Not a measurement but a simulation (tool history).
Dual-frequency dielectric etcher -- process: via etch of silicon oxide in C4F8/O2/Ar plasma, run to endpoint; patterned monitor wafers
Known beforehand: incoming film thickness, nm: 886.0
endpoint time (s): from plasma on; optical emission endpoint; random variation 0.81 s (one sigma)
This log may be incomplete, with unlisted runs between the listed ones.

run 1 hour=0.0 | source_power_(W)=2590 bias_power_(W)=2730 | endpoint_time_(s)=127.22
run 2 hour=0.6 | source_power_(W)=2810 bias_power_(W)=2814 | endpoint_time_(s)=122.26
run 3 hour=3.0 | source_power_(W)=2980 bias_power_(W)=2884 | endpoint_time_(s)=120.82
run 4 hour=11.9 | source_power_(W)=2980 bias_power_(W)=3159 | endpoint_time_(s)=115.56
run 5 hour=17.6 | source_power_(W)=2980 bias_power_(W)=2821 | endpoint_time_(s)=120.72
run 6 hour=20.3 | source_power_(W)=2710 bias_power_(W)=2821 | endpoint_time_(s)=124.89
run 7 hour=28.2 | source_power_(W)=2900 bias_power_(W)=2940 | endpoint_time_(s)=119.84
run 8 hour=34.7 | source_power_(W)=3030 bias_power_(W)=3028 | endpoint_time_(s)=115.87
run 9 hour=42.7 | source_power_(W)=3120 bias_power_(W)=3064 | endpoint_time_(s)=117.08

Predict the results of run 10:
run 10 hour=44.6 | source_power_(W)=3200 bias_power_(W)=3189 | endpoint_time_(s)=?

For run 10 the tool returned endpoint time (s) 113.06.
